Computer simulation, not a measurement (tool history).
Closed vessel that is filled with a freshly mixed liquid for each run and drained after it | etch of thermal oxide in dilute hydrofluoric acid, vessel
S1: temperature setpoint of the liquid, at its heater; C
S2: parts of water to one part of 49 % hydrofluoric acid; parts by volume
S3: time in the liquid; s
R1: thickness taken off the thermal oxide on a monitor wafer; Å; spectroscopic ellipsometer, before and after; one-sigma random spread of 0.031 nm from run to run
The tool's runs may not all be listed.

run 1 hour=0 | S1=20 S2=215 S3=765 | R1=120.41
run 2 hour=3.5 | S1=22 S2=215 S3=765 | R1=129.61
run 3 hour=5.1 | S1=21 S2=220 S3=765 | R1=121.59
run 4 hour=11.8 | S1=21 S2=145 S3=765 | R1=198.02
run 5 hour=20.3 | S1=20 S2=165 S3=765 | R1=164.44
run 6 hour=27.7 | S1=19.5 S2=180 S3=765 | R1=145.95
run 7 hour=35.2 | S1=19 S2=190 S3=765 | R1=135.26
run 8 hour=42.8 | S1=18.5 S2=200 S3=765 | R1=123.94

What will run 9 give?
run 9 hour=50.1 | S1=17 S2=240 S3=765 | R1=?

Logged for run 9: R1 94.16 Å.

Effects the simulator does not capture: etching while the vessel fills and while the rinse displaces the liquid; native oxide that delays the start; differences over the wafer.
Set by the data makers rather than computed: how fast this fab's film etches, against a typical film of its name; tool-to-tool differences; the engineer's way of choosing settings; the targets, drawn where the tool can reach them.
